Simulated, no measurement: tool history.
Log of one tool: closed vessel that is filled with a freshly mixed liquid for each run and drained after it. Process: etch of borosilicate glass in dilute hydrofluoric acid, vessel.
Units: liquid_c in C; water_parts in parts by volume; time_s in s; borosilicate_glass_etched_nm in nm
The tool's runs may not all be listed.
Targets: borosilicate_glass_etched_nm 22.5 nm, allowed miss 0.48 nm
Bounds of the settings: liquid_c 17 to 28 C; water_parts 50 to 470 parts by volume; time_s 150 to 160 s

run	hour	liquid_c	water_parts	time_s	borosilicate_glass_etched_nm
1	0	20	260	150	11.458
2	4.5	22	240	150	13.593
3	9.5	23.5	225	150	15.705
4	13.2	23.5	225	150	15.749
5	19	25.5	225	150	17.006
# hour 26.2: thermometer replaced
6	26.2	25.5	280	150	13.576
7	31.4	26	255	150	15.497
8	38.2	26.5	240	150	17.116
9	41.2	28	185	150	24.55
10	45.9	27.5	185	150	24.403
11	51.4	27	185	150	23.832

Which of these 4 next moves meets every target?
A	56.9	24.5	185	150	?
B	56.9	26.5	180	155	?
C	56.9	24.5	190	160	?
D	56.9	27	175	150	?

move	borosilicate_glass_etched_nm
A	21.894
B	25.17
C	22.614
D	25.665
A: takes the result that was furthest off past its target
B: further off than the last run
C: meets every target
D: further off than the last run
Answer: C

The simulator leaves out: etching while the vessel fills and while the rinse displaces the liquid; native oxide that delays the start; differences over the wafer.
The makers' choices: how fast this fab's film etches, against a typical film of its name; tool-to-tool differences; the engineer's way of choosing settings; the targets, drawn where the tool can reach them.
